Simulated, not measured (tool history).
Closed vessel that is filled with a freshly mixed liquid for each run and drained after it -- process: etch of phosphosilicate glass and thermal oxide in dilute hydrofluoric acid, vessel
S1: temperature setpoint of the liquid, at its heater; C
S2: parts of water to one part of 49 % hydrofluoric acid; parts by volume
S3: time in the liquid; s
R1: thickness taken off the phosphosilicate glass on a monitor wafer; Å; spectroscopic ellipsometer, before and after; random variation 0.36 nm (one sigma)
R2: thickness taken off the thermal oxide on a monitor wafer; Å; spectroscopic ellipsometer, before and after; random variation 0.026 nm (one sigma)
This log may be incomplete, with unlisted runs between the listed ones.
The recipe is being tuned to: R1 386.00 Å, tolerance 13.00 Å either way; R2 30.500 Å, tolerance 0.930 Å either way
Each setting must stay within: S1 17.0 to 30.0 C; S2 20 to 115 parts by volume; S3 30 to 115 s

Run 1, day 0.000: S1 22.0 C, S2 65 parts by volume, S3 60 s. Result: R1 461.90 Å, R2 36.262 Å.
Run 2, day 0.329: S1 20.5 C, S2 65 parts by volume, S3 60 s. Result: R1 434.33 Å, R2 33.695 Å.
Run 3, day 0.633: S1 20.5 C, S2 65 parts by volume, S3 80 s. Result: R1 566.64 Å, R2 45.600 Å.
Run 4, day 0.712: S1 19.0 C, S2 65 parts by volume, S3 80 s. Result: R1 541.93 Å, R2 42.301 Å.
Run 5, day 0.912: S1 19.0 C, S2 65 parts by volume, S3 100 s. Result: R1 679.86 Å, R2 53.108 Å.
Run 6, day 1.262: S1 18.5 C, S2 75 parts by volume, S3 100 s. Result: R1 559.02 Å, R2 43.926 Å.
Run 7, day 1.538: S1 18.0 C, S2 80 parts by volume, S3 100 s. Result: R1 506.33 Å, R2 41.358 Å.
Run 8, day 1.808: S1 17.5 C, S2 85 parts by volume, S3 95 s. Result: R1 448.47 Å, R2 35.615 Å.
Run 9, day 2.100: S1 17.5 C, S2 90 parts by volume, S3 95 s. Result: R1 412.64 Å, R2 32.662 Å.

Exactly one of the 4 candidate moves below puts every result within its allowed miss. Which one?
Run A, day 2.392: S1 17.0 C, S2 45 parts by volume, S3 45 s. Result: R1 ?, R2 ?.
Run B, day 2.392: S1 17.0 C, S2 110 parts by volume, S3 110 s. Result: R1 ?, R2 ?.
Run C, day 2.392: S1 17.0 C, S2 75 parts by volume, S3 80 s. Result: R1 ?, R2 ?.
Run D, day 2.392: S1 19.0 C, S2 85 parts by volume, S3 90 s. Result: R1 ?, R2 ?.

move      R1      R2
   A  405.85  32.636
   B  379.99  30.557
   C  419.64  33.745
   D  449.49  36.145
A: as far off as the last run
B: all results land within tolerance of their targets
C: lands further from the targets than the last run did
D: lands further from the targets than the last run did
Correct choice: B, which meets every target
